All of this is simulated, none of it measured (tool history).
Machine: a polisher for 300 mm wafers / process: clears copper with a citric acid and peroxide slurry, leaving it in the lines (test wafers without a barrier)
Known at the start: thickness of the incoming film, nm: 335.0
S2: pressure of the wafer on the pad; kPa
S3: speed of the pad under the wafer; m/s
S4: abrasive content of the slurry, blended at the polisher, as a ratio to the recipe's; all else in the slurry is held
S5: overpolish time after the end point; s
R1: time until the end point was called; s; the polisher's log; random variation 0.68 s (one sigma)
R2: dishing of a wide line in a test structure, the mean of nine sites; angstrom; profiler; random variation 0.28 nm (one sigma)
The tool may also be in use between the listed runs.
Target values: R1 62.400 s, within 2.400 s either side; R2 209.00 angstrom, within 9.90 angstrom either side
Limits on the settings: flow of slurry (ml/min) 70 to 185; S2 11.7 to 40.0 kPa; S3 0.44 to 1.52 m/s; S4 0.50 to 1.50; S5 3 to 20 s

run 1 hour=0.0 | flow_of_slurry_(ml/min)=120 S2=25.5 S3=0.98 S4=1.00 S5=10 | R1=123.440 R2=205.17
run 2 hour=2.0 | flow_of_slurry_(ml/min)=120 S2=25.5 S3=1.16 S4=1.00 S5=10 | R1=105.460 R2=244.03
run 3 hour=7.8 | flow_of_slurry_(ml/min)=120 S2=25.5 S3=1.16 S4=1.00 S5=7 | R1=106.280 R2=171.12
run 4 hour=13.3 | flow_of_slurry_(ml/min)=120 S2=25.5 S3=1.02 S4=1.00 S5=7 | R1=118.440 R2=150.53
run 5 hour=14.1 | flow_of_slurry_(ml/min)=120 S2=25.5 S3=1.02 S4=0.80 S5=7 | R1=124.830 R2=148.38
run 6 hour=20.8 | flow_of_slurry_(ml/min)=140 S2=25.5 S3=1.02 S4=0.80 S5=7 | R1=122.290 R2=152.57
run 7 hour=23.2 | flow_of_slurry_(ml/min)=145 S2=30.3 S3=1.04 S4=0.85 S5=6 | R1=100.420 R2=153.93
run 8 hour=24.2 | flow_of_slurry_(ml/min)=145 S2=33.1 S3=1.08 S4=0.85 S5=6 | R1=92.567 R2=173.38
run 9 hour=25.7 | flow_of_slurry_(ml/min)=175 S2=40.0 S3=1.32 S4=0.90 S5=3 | R1=61.943 R2=131.58
run 10 hour=31.7 | flow_of_slurry_(ml/min)=145 S2=37.9 S3=1.40 S4=0.85 S5=6 | R1=63.428 R2=244.67
run 11 hour=38.5 | flow_of_slurry_(ml/min)=155 S2=37.9 S3=1.40 S4=0.85 S5=6 | R1=61.991 R2=246.59
run 12 hour=44.1 | flow_of_slurry_(ml/min)=155 S2=37.9 S3=1.40 S4=0.85 S5=6 | R1=63.995 R2=237.20
run 13 hour=47.9 | flow_of_slurry_(ml/min)=160 S2=37.9 S3=1.40 S4=0.90 S5=6 | R1=61.795 R2=253.59
run 14 hour=52.2 | flow_of_slurry_(ml/min)=160 S2=37.9 S3=1.38 S4=0.90 S5=6 | R1=62.344 R2=245.08
run 15 hour=60.2 | flow_of_slurry_(ml/min)=160 S2=37.9 S3=1.38 S4=0.90 S5=4 | R1=62.844 R2=167.16
run 16 hour=62.9 | flow_of_slurry_(ml/min)=155 S2=38.6 S3=1.40 S4=0.85 S5=4 | R1=61.735 R2=170.59
run 17 hour=66.5 | flow_of_slurry_(ml/min)=155 S2=37.9 S3=1.42 S4=0.85 S5=4 | R1=62.104 R2=169.31
run 18 hour=68.7 | flow_of_slurry_(ml/min)=150 S2=37.9 S3=1.44 S4=0.85 S5=4 | R1=61.772 R2=171.59
run 19 hour=69.4 | flow_of_slurry_(ml/min)=145 S2=37.9 S3=1.44 S4=0.80 S5=4 | R1=62.733 R2=167.37

5 next moves are on the table. One of them brings every result within its allowed miss. Which?
run A hour=70.1 | flow_of_slurry_(ml/min)=125 S2=40.0 S3=1.32 S4=1.05 S5=6 | R1=? R2=?
run B hour=70.1 | flow_of_slurry_(ml/min)=140 S2=40.0 S3=1.50 S4=0.80 S5=5 | R1=? R2=?
run C hour=70.1 | flow_of_slurry_(ml/min)=145 S2=40.0 S3=1.52 S4=0.85 S5=5 | R1=? R2=?
run D hour=70.1 | flow_of_slurry_(ml/min)=145 S2=39.3 S3=1.36 S4=0.95 S5=5 | R1=? R2=?
run E hour=70.1 | flow_of_slurry_(ml/min)=145 S2=36.5 S3=1.50 S4=0.80 S5=6 | R1=? R2=?

move=A R1=63.388 R2=240.86
move=B R1=58.016 R2=221.16
move=C R1=56.121 R2=227.95
move=D R1=61.980 R2=208.14
move=E R1=62.169 R2=244.74
A: the result that was furthest off in the last run now lies on the other side of its target
B: the result that was furthest off in the last run now lies on the other side of its target
C: the result that was furthest off in the last run now lies on the other side of its target
D: every result lands within tolerance
E: the result that was furthest off in the last run now lies on the other side of its target
Move D is the one to make.
